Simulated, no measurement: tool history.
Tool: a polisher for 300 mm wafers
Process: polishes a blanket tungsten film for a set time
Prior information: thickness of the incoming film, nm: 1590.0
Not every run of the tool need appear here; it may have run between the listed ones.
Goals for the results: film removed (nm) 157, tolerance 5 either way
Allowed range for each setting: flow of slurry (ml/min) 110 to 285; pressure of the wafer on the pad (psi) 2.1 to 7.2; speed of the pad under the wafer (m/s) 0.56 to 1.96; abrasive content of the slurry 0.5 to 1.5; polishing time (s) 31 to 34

| run | hour | flow of slurry (ml/min) | pressure of the wafer on the pad (psi) | speed of the pad under the wafer (m/s) | abrasive content of the slurry | polishing time (s) | film removed (nm) |
|---|---|---|---|---|---|---|---|
| 1 | 0 | 180 | 4.6 | 1.26 | 1 | 34 | 217.83 |
| 2 | 5.3 | 180 | 4.4 | 1.26 | 1 | 34 | 206.45 |
| 3 | 12.4 | 180 | 4.2 | 1.26 | 1 | 34 | 196.58 |
| 4 | 21.3 | 140 | 4.2 | 1.26 | 1 | 34 | 197.58 |
| 5 | 25.6 | 140 | 5 | 1.26 | 1 | 34 | 227.32 |
| 6 | 26.9 | 140 | 5 | 1.26 | 1.2 | 34 | 238.88 |
| 7 | 33 | 130 | 3.7 | 1.24 | 1.2 | 34 | 175.01 |
| 8 | 35.7 | 130 | 3.6 | 1.24 | 1.2 | 34 | 169.43 |

Which of these 5 next moves meets every target?
| A | 38.4 | 210 | 4.8 | 0.78 | 1.1 | 34 | ? |
| B | 38.4 | 140 | 3.7 | 1.18 | 1.25 | 31 | ? |
| C | 38.4 | 120 | 4.2 | 1.22 | 1.15 | 34 | ? |
| D | 38.4 | 130 | 3.3 | 1.34 | 1.2 | 34 | ? |
| E | 38.4 | 110 | 3.7 | 1.36 | 1.2 | 31 | ? |

| move | film removed (nm) |
|---|---|
| A | 148.47 |
| B | 155.1 |
| C | 191.16 |
| D | 169.26 |
| E | 171.51 |
A: carries the result that was furthest off beyond its target, to the other side
B: each result inside its tolerance
C: further off than the last run
D: as far off as the last run
E: further off than the last run
B meets every target.
